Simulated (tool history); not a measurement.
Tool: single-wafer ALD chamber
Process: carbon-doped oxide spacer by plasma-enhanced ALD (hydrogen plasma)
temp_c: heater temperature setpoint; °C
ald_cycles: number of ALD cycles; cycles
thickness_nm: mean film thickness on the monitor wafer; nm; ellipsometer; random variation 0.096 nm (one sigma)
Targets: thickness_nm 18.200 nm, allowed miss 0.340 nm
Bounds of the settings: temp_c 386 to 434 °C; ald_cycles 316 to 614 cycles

run	hour	temp_c	ald_cycles	thickness_nm
1	0.0	410	465	22.294
2	4.5	400	465	23.008
3	12.6	402	456	22.502
4	19.4	408	456	21.922
5	24.8	408	423	20.191
6	27.8	410	421	20.128
7	33.3	411	418	19.957
8	38.9	423	385	17.643
9	41.2	422	386	17.783

Which of these 5 next moves meets every target?
A	43.5	418	391	?
B	43.5	427	382	?
C	43.5	422	379	?
D	43.5	423	381	?
E	43.5	430	387	?

move	thickness_nm
A	18.120
B	17.125
C	17.309
D	17.337
E	17.154
A: meets every target
B: further off than the last run
C: further off than the last run
D: further off than the last run
E: further off than the last run
The right move is A.
